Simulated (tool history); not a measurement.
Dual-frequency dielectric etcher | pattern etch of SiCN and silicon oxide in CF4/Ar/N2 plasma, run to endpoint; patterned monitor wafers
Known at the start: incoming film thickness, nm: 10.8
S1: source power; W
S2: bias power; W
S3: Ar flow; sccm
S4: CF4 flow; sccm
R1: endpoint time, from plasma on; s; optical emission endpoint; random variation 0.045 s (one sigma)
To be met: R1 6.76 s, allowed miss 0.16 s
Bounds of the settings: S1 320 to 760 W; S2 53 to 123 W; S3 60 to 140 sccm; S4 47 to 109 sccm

run 1 hour=0 | S1=540 S2=88 S3=100 S4=78 | R1=8.9149
run 2 hour=4.6 | S1=540 S2=88 S3=108 S4=78 | R1=9.0537
run 3 hour=13.3 | S1=540 S2=88 S3=101 S4=78 | R1=8.976
run 4 hour=16.5 | S1=540 S2=95 S3=101 S4=78 | R1=8.6282
run 5 hour=18.4 | S1=560 S2=95 S3=101 S4=78 | R1=8.3785
run 6 hour=26.6 | S1=560 S2=95 S3=101 S4=69 | R1=8.5241
-- hour=31.1 wet clean of the chamber
run 7 hour=31.1 | S1=580 S2=95 S3=101 S4=69 | R1=8.5462
run 8 hour=31.7 | S1=610 S2=96 S3=101 S4=69 | R1=8.109
run 9 hour=39.2 | S1=630 S2=96 S3=101 S4=69 | R1=7.9124

4 next moves are on the table. One of them brings every result within its allowed miss. Which?
run A hour=46.7 | S1=710 S2=107 S3=93 S4=63 | R1=?
run B hour=46.7 | S1=700 S2=96 S3=88 S4=60 | R1=?
run C hour=46.7 | S1=710 S2=109 S3=90 S4=81 | R1=?
run D hour=46.7 | S1=580 S2=96 S3=101 S4=58 | R1=?

move=A R1=6.6757
move=B R1=7
move=C R1=6.3319
move=D R1=8.7274
A: meets every target
B: nearer than the last run, and not there yet
C: takes the result that was furthest off past its target
D: further off than the last run
Answer: A

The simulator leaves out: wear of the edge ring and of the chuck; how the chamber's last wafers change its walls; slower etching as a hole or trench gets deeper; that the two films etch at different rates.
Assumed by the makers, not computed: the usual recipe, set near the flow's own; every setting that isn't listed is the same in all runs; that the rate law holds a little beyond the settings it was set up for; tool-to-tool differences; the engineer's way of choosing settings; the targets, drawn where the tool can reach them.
